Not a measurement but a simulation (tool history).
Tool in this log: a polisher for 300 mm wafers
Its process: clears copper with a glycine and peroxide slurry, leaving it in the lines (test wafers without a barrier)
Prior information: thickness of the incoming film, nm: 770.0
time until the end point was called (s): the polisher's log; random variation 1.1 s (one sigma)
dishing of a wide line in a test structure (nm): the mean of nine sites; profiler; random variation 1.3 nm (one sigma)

| run | hour | flow of slurry (ml/min) | pressure of the wafer on the pad (kPa) | speed of the pad under the wafer (cm/s) | overpolish time after the end point (s) | time until the end point was called (s) | dishing of a wide line in a test structure (nm) |
|---|---|---|---|---|---|---|---|
| 1 | 0.0 | 180 | 17.2 | 122 | 17 | 130.05 | 57.000 |
| 2 | 7.6 | 195 | 17.2 | 122 | 17 | 125.84 | 57.973 |
| 3 | 14.4 | 195 | 13.8 | 122 | 17 | 150.17 | 50.754 |
| 4 | 19.0 | 200 | 15.2 | 122 | 16 | 141.54 | 51.847 |
| 5 | 24.1 | 200 | 13.1 | 122 | 16 | 156.82 | 46.201 |
| 6 | 27.5 | 230 | 13.1 | 122 | 16 | 153.61 | 48.980 |
| 7 | 33.7 | 230 | 14.5 | 124 | 15 | 140.93 | 47.726 |

Run 8 has not been measured yet. What should we expect?
| 8 | 39.2 | 230 | 15.9 | 124 | 15 | ? | ? |

{"run 8": {"time until the end point was called (s)": 133.4, "dishing of a wide line in a test structure (nm)": 49.594}}
